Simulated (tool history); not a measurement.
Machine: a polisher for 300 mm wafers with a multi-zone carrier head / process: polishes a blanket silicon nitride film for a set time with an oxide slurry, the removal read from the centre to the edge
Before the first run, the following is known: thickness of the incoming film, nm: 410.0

run    day  flow of slurry (ml/min)  pressure of the head's centre zone  pressure of the head's middle zone  pressure of the head's edge zone  abrasive content of the slurry  polishing time (s)  film removed at the wafer's centre (angstrom)  film removed at mid-radius (angstrom)  film removed at the wafer's edge (angstrom)
  1  0.000                      305                                1.00                                1.00                              1.00                            1.00                  63                                         426.52                                 432.54                                       420.34
  2  0.262                      310                                0.98                                1.06                              1.02                            1.15                  67                                         469.62                                 516.48                                       485.06
  3  0.408                      310                                0.92                                1.06                              1.02                            1.15                  67                                         451.37                                 516.04                                       481.08
  4  0.479                      310                                0.92                                1.06                              1.02                            1.15                  54                                         361.96                                 414.99                                       385.71
  5  0.750                      320                                0.92                                1.10                              1.03                            1.25                  61                                         418.93                                 504.03                                       453.65
  6  0.917                      320                                0.92                                1.10                              0.99                            1.25                  61                                         416.86                                 502.52                                       449.57

Run 7 comes next. What will it give?
  7  1.204                      325                                0.92                                1.13                              1.00                            1.35                  66                                              ?                                      ?                                            ?

film removed at the wafer's centre (angstrom): 469.91
film removed at mid-radius (angstrom): 568.99
film removed at the wafer's edge (angstrom): 485.51
